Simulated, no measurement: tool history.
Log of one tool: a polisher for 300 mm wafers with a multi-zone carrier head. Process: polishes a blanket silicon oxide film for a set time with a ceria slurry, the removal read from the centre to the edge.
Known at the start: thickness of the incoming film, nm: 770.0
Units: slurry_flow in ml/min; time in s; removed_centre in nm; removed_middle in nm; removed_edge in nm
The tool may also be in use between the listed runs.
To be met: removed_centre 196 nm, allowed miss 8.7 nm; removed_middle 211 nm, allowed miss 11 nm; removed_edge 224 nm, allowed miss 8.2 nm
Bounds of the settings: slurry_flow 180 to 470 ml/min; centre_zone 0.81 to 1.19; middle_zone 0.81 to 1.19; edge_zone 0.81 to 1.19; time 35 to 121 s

run 1 day=0 | slurry_flow=300 centre_zone=1 middle_zone=1 edge_zone=1 time=78 | removed_centre=241.84 removed_middle=246.27 removed_edge=242.08
run 2 day=0.062 | slurry_flow=360 centre_zone=1 middle_zone=1 edge_zone=1 time=78 | removed_centre=247.72 removed_middle=262.4 removed_edge=248.8
run 3 day=0.392 | slurry_flow=335 centre_zone=0.96 middle_zone=0.97 edge_zone=0.99 time=77 | removed_centre=231.51 removed_middle=243.74 removed_edge=240.54
run 4 day=0.467 | slurry_flow=335 centre_zone=0.96 middle_zone=0.97 edge_zone=0.99 time=95 | removed_centre=285.98 removed_middle=297.24 removed_edge=295.32
run 5 day=0.638 | slurry_flow=335 centre_zone=0.96 middle_zone=0.92 edge_zone=0.99 time=95 | removed_centre=289.97 removed_middle=285.51 removed_edge=295.69
run 6 day=0.667 | slurry_flow=335 centre_zone=0.96 middle_zone=0.92 edge_zone=1.06 time=95 | removed_centre=285.58 removed_middle=285.03 removed_edge=308.91
run 7 day=0.7 | slurry_flow=325 centre_zone=0.92 middle_zone=0.91 edge_zone=1.03 time=89 | removed_centre=263.37 removed_middle=267.14 removed_edge=287.34
run 8 day=0.917 | slurry_flow=320 centre_zone=0.9 middle_zone=0.91 edge_zone=1.02 time=82 | removed_centre=233.36 removed_middle=241.81 removed_edge=267.61
run 9 day=1.179 | slurry_flow=320 centre_zone=0.9 middle_zone=0.91 edge_zone=1.02 time=82 | removed_centre=233.22 removed_middle=243.43 removed_edge=259.94
run 10 day=1.5 | slurry_flow=310 centre_zone=0.88 middle_zone=0.9 edge_zone=1 time=79 | removed_centre=215.14 removed_middle=234.16 removed_edge=243.26
run 11 day=1.633 | slurry_flow=295 centre_zone=0.87 middle_zone=0.88 edge_zone=0.99 time=78 | removed_centre=205.6 removed_middle=223.97 removed_edge=245.81
run 12 day=1.9 | slurry_flow=295 centre_zone=0.88 middle_zone=0.87 edge_zone=0.96 time=77 | removed_centre=210.97 removed_middle=217.38 removed_edge=236.55
run 13 day=2.225 | slurry_flow=290 centre_zone=0.87 middle_zone=0.87 edge_zone=0.95 time=76 | removed_centre=208.07 removed_middle=217.03 removed_edge=232.35

Which of these 5 next moves meets every target?
run A day=2.55 | slurry_flow=200 centre_zone=0.94 middle_zone=0.81 edge_zone=1.03 time=82 | removed_centre=? removed_middle=? removed_edge=?
run B day=2.55 | slurry_flow=305 centre_zone=0.87 middle_zone=0.88 edge_zone=0.99 time=72 | removed_centre=? removed_middle=? removed_edge=?
run C day=2.55 | slurry_flow=295 centre_zone=1 middle_zone=0.81 edge_zone=0.96 time=71 | removed_centre=? removed_middle=? removed_edge=?
run D day=2.55 | slurry_flow=280 centre_zone=0.86 middle_zone=0.84 edge_zone=0.97 time=78 | removed_centre=? removed_middle=? removed_edge=?
run E day=2.55 | slurry_flow=240 centre_zone=0.81 middle_zone=0.86 edge_zone=1 time=78 | removed_centre=? removed_middle=? removed_edge=?

move=A removed_centre=228.16 removed_middle=209.33 removed_edge=248.99
move=B removed_centre=197.62 removed_middle=207.79 removed_edge=223.71
move=C removed_centre=223.27 removed_middle=191.27 removed_edge=216.99
move=D removed_centre=209.36 removed_middle=215.03 removed_edge=238.41
move=E removed_centre=192.87 removed_middle=214.82 removed_edge=238.31
A: further off than the last run
B: meets every target
C: further off than the last run
D: further off than the last run
E: brings the result that was furthest off to its target, and leaves another outside
Move B is the one to make.

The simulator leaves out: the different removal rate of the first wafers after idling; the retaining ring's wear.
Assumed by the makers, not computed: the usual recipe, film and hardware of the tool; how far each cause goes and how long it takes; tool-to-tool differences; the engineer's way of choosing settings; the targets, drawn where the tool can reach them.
